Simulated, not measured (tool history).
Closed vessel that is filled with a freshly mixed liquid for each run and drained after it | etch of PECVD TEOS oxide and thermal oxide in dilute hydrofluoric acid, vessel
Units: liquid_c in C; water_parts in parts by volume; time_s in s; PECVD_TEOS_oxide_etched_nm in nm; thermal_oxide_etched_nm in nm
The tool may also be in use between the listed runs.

run	day	liquid_c	water_parts	time_s	PECVD_TEOS_oxide_etched_nm	thermal_oxide_etched_nm
1	0	22	160	315	23.935	7.8718
2	0.046	20.5	200	315	17.298	5.7059
3	0.104	19.5	230	315	13.995	4.655
4	0.329	19.5	230	420	18.744	6.2303
5	0.575	21	230	420	19.912	6.6239
6	0.858	19.5	250	380	15.312	5.0604
7	0.938	18.5	265	345	12.497	4.1382
8	1.121	18	275	315	10.644	3.5442
9	1.446	17.5	280	300	9.7104	3.2187

Run 10 comes next. What will it give?
10	1.562	17.5	285	290	?	?

PECVD_TEOS_oxide_etched_nm: 9.1934 nm
thermal_oxide_etched_nm: 3.09 nm
